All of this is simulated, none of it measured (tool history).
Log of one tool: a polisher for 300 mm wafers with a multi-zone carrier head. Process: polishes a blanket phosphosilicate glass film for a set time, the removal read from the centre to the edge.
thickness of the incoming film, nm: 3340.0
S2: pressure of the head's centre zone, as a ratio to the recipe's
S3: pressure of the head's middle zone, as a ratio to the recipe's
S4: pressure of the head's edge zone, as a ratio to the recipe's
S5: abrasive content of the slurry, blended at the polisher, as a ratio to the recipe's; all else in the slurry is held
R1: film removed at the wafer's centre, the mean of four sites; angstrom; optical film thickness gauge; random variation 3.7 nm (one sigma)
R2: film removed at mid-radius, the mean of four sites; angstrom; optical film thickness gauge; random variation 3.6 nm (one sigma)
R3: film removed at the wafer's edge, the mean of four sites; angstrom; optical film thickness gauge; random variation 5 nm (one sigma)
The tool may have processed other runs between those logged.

run 1 hour=0 | flow_of_slurry_(ml/min)=210 S2=1 S3=1 S4=1 S5=1 polishing_time_(s)=68 | R1=4417.6 R2=4270.8 R3=4321.2
run 2 hour=3.4 | flow_of_slurry_(ml/min)=210 S2=1 S3=1 S4=1 S5=1 polishing_time_(s)=85 | R1=5559.3 R2=5311 R3=5473.9
run 3 hour=8.3 | flow_of_slurry_(ml/min)=210 S2=1 S3=1 S4=1 S5=1 polishing_time_(s)=70 | R1=4552 R2=4451 R3=4385.8
run 4 hour=9.4 | flow_of_slurry_(ml/min)=210 S2=1 S3=1 S4=1 S5=1.2 polishing_time_(s)=70 | R1=4962.9 R2=4814.8 R3=4806.5
run 5 hour=12.7 | flow_of_slurry_(ml/min)=210 S2=1 S3=1.07 S4=1 S5=1.2 polishing_time_(s)=70 | R1=5004.3 R2=4972 R3=4931.9
run 6 hour=15.7 | flow_of_slurry_(ml/min)=210 S2=1 S3=1.07 S4=1 S5=1.4 polishing_time_(s)=70 | R1=5235 R2=5280.6 R3=5112.9

What will run 7 give?
run 7 hour=19.9 | flow_of_slurry_(ml/min)=205 S2=0.97 S3=1.03 S4=0.95 S5=1.2 polishing_time_(s)=69 | R1=? R2=? R3=?

Logged for run 7: R1 4663.1 angstrom, R2 4736.9 angstrom, R3 4626.3 angstrom.
